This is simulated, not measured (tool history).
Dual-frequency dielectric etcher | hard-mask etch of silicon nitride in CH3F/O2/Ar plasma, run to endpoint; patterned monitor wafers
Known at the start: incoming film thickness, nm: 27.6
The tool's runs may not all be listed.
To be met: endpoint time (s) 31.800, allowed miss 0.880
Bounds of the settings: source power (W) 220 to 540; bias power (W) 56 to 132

run    day  source power (W)  bias power (W)  endpoint time (s)
  1  0.000               380              94             36.328
  2  0.029               400              96             35.864
  3  0.088               400              85             36.641
  4  0.167               400              98             35.782
  5  0.375               400              88             36.529
  6  0.538               400             104             35.561
  7  0.900               430             107             34.218
  8  0.962               440             109             33.454
  9  1.158               450             110             33.398
 10  1.538               460             111             32.826

Which of these 5 next moves meets every target?
  A  1.917               540             129                  ?
  B  1.917               440             100                  ?
  C  1.917               520             110                  ?
  D  1.917               540             132                  ?
  E  1.917               450             109                  ?

move  endpoint time (s)
   A             29.846
   B             34.276
   C             31.575
   D             29.653
   E             33.260
A: takes the result that was furthest off past its target
B: further off than the last run
C: meets every target
D: takes the result that was furthest off past its target
E: further off than the last run
The right move is C.

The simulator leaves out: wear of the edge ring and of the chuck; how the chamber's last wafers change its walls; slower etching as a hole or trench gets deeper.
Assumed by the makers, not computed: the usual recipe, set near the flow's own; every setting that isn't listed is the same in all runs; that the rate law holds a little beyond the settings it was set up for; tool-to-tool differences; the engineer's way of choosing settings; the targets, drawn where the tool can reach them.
